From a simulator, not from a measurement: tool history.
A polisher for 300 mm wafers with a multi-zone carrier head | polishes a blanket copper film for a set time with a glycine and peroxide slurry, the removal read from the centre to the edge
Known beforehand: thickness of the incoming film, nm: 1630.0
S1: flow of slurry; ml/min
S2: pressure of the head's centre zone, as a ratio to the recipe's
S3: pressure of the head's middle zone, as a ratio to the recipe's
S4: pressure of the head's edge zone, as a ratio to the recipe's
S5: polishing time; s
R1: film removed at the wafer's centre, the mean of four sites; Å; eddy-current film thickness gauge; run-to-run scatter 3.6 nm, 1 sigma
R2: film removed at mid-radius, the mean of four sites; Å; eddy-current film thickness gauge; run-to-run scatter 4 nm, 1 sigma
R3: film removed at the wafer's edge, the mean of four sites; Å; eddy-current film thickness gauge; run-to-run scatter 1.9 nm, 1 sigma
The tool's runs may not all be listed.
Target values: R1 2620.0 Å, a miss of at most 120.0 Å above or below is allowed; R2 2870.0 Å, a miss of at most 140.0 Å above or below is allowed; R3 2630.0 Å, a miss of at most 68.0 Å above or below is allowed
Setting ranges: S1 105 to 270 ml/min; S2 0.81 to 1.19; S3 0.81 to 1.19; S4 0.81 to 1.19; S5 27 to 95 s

run	day	S1	S2	S3	S4	S5	R1	R2	R3
1	0.000	175	1.00	1.00	1.00	61	2421.9	2272.3	2358.0
2	0.308	175	1.00	0.93	1.00	61	2352.3	2147.3	2343.4
3	0.650	175	0.94	0.93	1.00	61	2260.1	2145.3	2324.6
4	0.933	140	0.94	0.93	1.00	61	2188.9	2082.7	2291.6
5	0.996	140	0.94	0.85	1.00	61	2200.1	1942.6	2281.7
6	1.308	150	0.95	0.90	1.01	62	2343.4	2045.6	2325.6
7	1.512	160	0.95	0.94	1.01	63	2353.6	2208.8	2408.9
8	1.683	210	1.04	1.04	0.97	65	2628.8	2579.7	2510.5
9	1.742	215	1.03	1.06	0.98	65	2737.0	2589.3	2524.1
10	1.771	210	1.00	1.07	0.98	66	2672.3	2595.2	2533.5

Below are 4 possible settings for the next run. Only one of them brings all results inside the allowed miss of their targets. Which is it?
A	1.800	205	1.05	0.97	1.08	71	?	?	?
B	1.800	185	1.02	1.05	0.98	72	?	?	?
C	1.800	245	0.97	1.11	0.98	67	?	?	?
D	1.800	150	1.18	0.97	1.17	68	?	?	?

move	R1	R2	R3
A	3025.3	2618.5	2875.5
B	2959.3	2809.9	2766.3
C	2725.2	2821.4	2626.7
D	3084.6	2423.2	2790.5
A: the biggest miss grows against the last run
B: brings the last run's worst result on target, with another outside its allowed miss
C: in spec on every target
D: the biggest miss grows against the last run
Go with C: it meets all targets.
